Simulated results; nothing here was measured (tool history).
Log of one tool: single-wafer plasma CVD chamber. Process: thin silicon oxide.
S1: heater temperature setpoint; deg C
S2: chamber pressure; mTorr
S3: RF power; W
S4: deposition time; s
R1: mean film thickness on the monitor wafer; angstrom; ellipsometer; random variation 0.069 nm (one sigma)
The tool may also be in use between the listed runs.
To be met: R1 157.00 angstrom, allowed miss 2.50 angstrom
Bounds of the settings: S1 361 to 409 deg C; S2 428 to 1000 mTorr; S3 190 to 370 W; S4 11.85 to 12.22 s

{"run": 1, "hour": 0.0, "S1": 385, "S2": 714, "S3": 280, "S4": 11.85, "R1": 196.26}
{"run": 2, "hour": 0.9, "S1": 379, "S2": 714, "S3": 280, "S4": 11.85, "R1": 195.67}
{"run": 3, "hour": 8.7, "S1": 379, "S2": 672, "S3": 280, "S4": 11.85, "R1": 188.29}
{"run": 4, "hour": 12.3, "S1": 379, "S2": 630, "S3": 280, "S4": 11.85, "R1": 177.11}
{"run": 5, "hour": 20.9, "S1": 379, "S2": 604, "S3": 280, "S4": 11.85, "R1": 170.22}
{"run": 6, "hour": 25.9, "S1": 379, "S2": 588, "S3": 280, "S4": 11.85, "R1": 165.89}
{"run": 7, "hour": 31.3, "S1": 379, "S2": 577, "S3": 280, "S4": 11.85, "R1": 163.8}
{"run": 8, "hour": 32.4, "S1": 379, "S2": 569, "S3": 280, "S4": 11.85, "R1": 161.78}
{"run": 9, "hour": 33.1, "S1": 379, "S2": 563, "S3": 280, "S4": 11.85, "R1": 160.72}

4 next moves are on the table. One of them brings every result within its allowed miss. Which?
{"run": "A", "hour": 33.8, "S1": 387, "S2": 553, "S3": 305, "S4": 12.09, "R1": "?"}
{"run": "B", "hour": 33.8, "S1": 381, "S2": 552, "S3": 255, "S4": 11.85, "R1": "?"}
{"run": "C", "hour": 33.8, "S1": 394, "S2": 563, "S3": 275, "S4": 11.85, "R1": "?"}
{"run": "D", "hour": 33.8, "S1": 383, "S2": 588, "S3": 270, "S4": 11.99, "R1": "?"}

move=A R1=164.12
move=B R1=151.09
move=C R1=156.65
move=D R1=164.80
A: further off than the last run
B: takes the result that was furthest off past its target
C: meets every target
D: further off than the last run
The right move is C.
